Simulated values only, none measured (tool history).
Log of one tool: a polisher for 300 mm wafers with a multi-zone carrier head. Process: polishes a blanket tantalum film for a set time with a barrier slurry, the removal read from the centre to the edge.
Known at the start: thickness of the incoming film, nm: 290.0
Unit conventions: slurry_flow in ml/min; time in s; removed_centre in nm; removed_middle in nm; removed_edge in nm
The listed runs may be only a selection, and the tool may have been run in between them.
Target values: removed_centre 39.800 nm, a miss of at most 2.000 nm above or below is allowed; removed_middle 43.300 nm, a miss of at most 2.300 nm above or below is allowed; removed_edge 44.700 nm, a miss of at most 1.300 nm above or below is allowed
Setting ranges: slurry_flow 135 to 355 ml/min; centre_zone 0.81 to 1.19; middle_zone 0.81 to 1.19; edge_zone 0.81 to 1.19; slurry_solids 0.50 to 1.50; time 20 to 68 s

run	hour	slurry_flow	centre_zone	middle_zone	edge_zone	slurry_solids	time	removed_centre	removed_middle	removed_edge
1	0.0	225	1.00	1.00	1.00	1.00	44	30.104	30.043	30.470
2	1.3	230	0.99	1.02	1.04	1.15	46	31.724	33.129	34.452
3	8.9	240	1.01	1.05	1.07	1.25	47	35.153	35.327	36.393
4	15.9	245	1.00	1.07	1.09	1.30	48	34.987	36.576	37.835
5	16.9	245	0.92	1.07	1.09	1.30	48	33.317	37.599	37.862
6	19.9	250	0.93	1.08	1.10	1.35	49	35.078	38.172	39.409
7	28.1	250	0.93	1.09	1.11	1.40	50	34.994	40.975	40.489
8	30.7	260	0.95	1.09	1.12	1.45	51	38.508	40.079	41.661
9	35.0	260	0.94	1.10	1.13	1.45	52	38.333	43.251	43.067

Exercise: of the 4 proposed moves below, exactly one satisfies all targets within the stated allowed misses. Which move is it?
A	39.3	265	0.99	1.01	1.14	1.45	57	?	?	?
B	39.3	230	0.92	1.17	1.19	1.45	50	?	?	?
C	39.3	195	0.95	1.04	1.08	1.35	58	?	?	?
D	39.3	260	0.81	0.86	1.19	1.25	59	?	?	?

move	removed_centre	removed_middle	removed_edge
A	43.127	42.657	47.341
B	34.598	41.687	41.708
C	39.581	41.962	44.783
D	35.470	37.270	48.340
A: carries the result that was furthest off beyond its target, to the other side
B: moves away from the targets compared with the last run
C: all results land within tolerance of their targets
D: carries the result that was furthest off beyond its target, to the other side
Answer: C
